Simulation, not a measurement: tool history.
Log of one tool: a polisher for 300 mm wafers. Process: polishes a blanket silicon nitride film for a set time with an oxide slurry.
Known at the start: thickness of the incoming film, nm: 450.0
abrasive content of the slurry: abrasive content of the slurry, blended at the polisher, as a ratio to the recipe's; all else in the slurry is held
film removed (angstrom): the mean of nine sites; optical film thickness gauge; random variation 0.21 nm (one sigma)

run,hour,flow of slurry (ml/min),pressure of the wafer on the pad (psi),speed of the pad under the wafer (m/s),abrasive content of the slurry,polishing time (s),film removed (angstrom)
1,0,250,3.9,1.1,1,52,338.47
2,3.1,210,3.9,1.1,1,52,327.42
3,8.4,210,3.9,0.96,1,52,290.57
4,14.9,205,3.7,0.96,1,52,280.63
5,19.6,205,3.5,0.96,1,52,268.56
6,23.8,205,3.3,0.96,1,52,251.83

Forecast run 7:
7,31.7,205,3.2,0.96,1,52,?

{"run 7": {"film removed (angstrom)": 241.6}}
